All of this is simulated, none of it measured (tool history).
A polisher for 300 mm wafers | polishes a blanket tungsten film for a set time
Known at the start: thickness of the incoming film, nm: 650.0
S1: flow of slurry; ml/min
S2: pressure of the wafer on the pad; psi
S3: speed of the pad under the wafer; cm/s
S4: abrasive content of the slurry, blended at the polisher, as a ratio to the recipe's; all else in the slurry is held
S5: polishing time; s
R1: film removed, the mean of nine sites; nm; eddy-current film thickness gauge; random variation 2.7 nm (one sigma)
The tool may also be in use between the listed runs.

Run 1, hour 0: S1 320 ml/min, S2 4.8 psi, S3 122 cm/s, S4 1, S5 23 s. Result: R1 171.16 nm.
Run 2, hour 7.1: S1 370 ml/min, S2 4.8 psi, S3 122 cm/s, S4 1, S5 23 s. Result: R1 172.64 nm.
Run 3, hour 13: S1 370 ml/min, S2 5.3 psi, S3 122 cm/s, S4 1, S5 23 s. Result: R1 185.89 nm.
Run 4, hour 16.3: S1 370 ml/min, S2 5.8 psi, S3 122 cm/s, S4 1, S5 23 s. Result: R1 192.12 nm.
Run 5, hour 20.7: S1 370 ml/min, S2 6.3 psi, S3 126 cm/s, S4 1, S5 23 s. Result: R1 216.56 nm.
Run 6, hour 24.5: S1 300 ml/min, S2 6.3 psi, S3 126 cm/s, S4 1, S5 23 s. Result: R1 214.12 nm.

Run 7 comes next. What will it give?
Run 7, hour 32.9: S1 300 ml/min, S2 6.6 psi, S3 126 cm/s, S4 1, S5 23 s. Result: R1 ?.

Run 7 gave R1 221.13 nm.
